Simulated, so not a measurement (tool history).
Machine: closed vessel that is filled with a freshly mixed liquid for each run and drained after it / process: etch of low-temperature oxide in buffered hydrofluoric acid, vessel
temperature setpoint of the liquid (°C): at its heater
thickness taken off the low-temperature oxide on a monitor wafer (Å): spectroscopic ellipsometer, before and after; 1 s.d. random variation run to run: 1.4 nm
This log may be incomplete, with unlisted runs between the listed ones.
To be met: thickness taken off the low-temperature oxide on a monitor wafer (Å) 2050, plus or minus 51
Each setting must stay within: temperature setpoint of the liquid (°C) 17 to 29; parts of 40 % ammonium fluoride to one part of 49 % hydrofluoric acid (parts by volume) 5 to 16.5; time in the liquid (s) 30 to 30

run	hour	temperature setpoint of the liquid (°C)	parts of 40 % ammonium fluoride to one part of 49 % hydrofluoric acid (parts by volume)	time in the liquid (s)	thickness taken off the low-temperature oxide on a monitor wafer (Å)
1	0	21	10	30	1544.7
2	4.5	22	10	30	1645.6
3	9.1	22	13	30	1255.9
4	10.5	23	13	30	1342.5
5	14.4	23	15	30	1152.5
6	20.4	23	15	30	1171.3
7	23.3	24	14.5	30	1279.1
8	30.8	25	14	30	1392.1
9	33	25.5	13.5	30	1490.9
10	37.1	26	13	30	1570.8
11	43.5	26.5	13	30	1612.1
12	45.3	27	13	30	1673.8
13	48.8	27	13	30	1677.3
14	52.1	27.5	13	30	1711.7
15	54	28.5	12	30	1970

Pick the move, out of 4, that brings all results within their allowed miss; only one does.
A	55.9	29	13	30	?
B	55.9	29	12.5	30	?
C	55.9	27	10.5	30	?
D	55.9	26.5	11.5	30	?

move	thickness taken off the low-temperature oxide on a monitor wafer (Å)
A	1862.8
B	1935.6
C	2062.9
D	1838
A: its largest miss is bigger than the last run's
B: its largest miss is bigger than the last run's
C: meets every target
D: its largest miss is bigger than the last run's
Go with C: it meets all targets.

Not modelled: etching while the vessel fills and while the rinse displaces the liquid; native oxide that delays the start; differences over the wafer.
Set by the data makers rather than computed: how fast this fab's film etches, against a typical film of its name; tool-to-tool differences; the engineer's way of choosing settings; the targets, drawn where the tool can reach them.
